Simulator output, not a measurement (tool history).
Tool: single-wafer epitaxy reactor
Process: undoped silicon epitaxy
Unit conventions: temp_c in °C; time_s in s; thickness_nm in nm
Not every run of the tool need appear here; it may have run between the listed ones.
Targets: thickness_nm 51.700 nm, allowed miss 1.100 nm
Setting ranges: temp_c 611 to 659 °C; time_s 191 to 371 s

Run 1, hour 0.0: temp_c 635 °C, time_s 281 s. Result: thickness_nm 34.105 nm.
Run 2, hour 5.0: temp_c 635 °C, time_s 306 s. Result: thickness_nm 37.174 nm.
Run 3, hour 13.9: temp_c 635 °C, time_s 340 s. Result: thickness_nm 41.341 nm.
Run 4, hour 15.3: temp_c 635 °C, time_s 326 s. Result: thickness_nm 39.370 nm.
Run 5, hour 18.0: temp_c 639 °C, time_s 326 s. Result: thickness_nm 43.833 nm.
Run 6, hour 26.5: temp_c 641 °C, time_s 326 s. Result: thickness_nm 46.145 nm.
Run 7, hour 30.5: temp_c 642 °C, time_s 326 s. Result: thickness_nm 47.253 nm.
Run 8, hour 38.9: temp_c 643 °C, time_s 326 s. Result: thickness_nm 48.527 nm.
Run 9, hour 44.9: temp_c 644 °C, time_s 326 s. Result: thickness_nm 49.726 nm.
Run 10, hour 46.1: temp_c 644 °C, time_s 326 s. Result: thickness_nm 49.705 nm.

Consider the 5 candidate settings below. Which is the only one whose results all fall within their allowed miss of target?
Run A, hour 47.3: temp_c 656 °C, time_s 270 s. Result: thickness_nm ?.
Run B, hour 47.3: temp_c 639 °C, time_s 345 s. Result: thickness_nm ?.
Run C, hour 47.3: temp_c 643 °C, time_s 324 s. Result: thickness_nm ?.
Run D, hour 47.3: temp_c 644 °C, time_s 317 s. Result: thickness_nm ?.
Run E, hour 47.3: temp_c 643 °C, time_s 350 s. Result: thickness_nm ?.

move  thickness_nm
   A        55.471
   B        46.433
   C        48.247
   D        48.406
   E        52.119
A: takes the result that was furthest off past its target
B: moves away from the targets compared with the last run
C: moves away from the targets compared with the last run
D: moves away from the targets compared with the last run
E: hits every target within its allowed miss
Correct choice: E, which meets every target
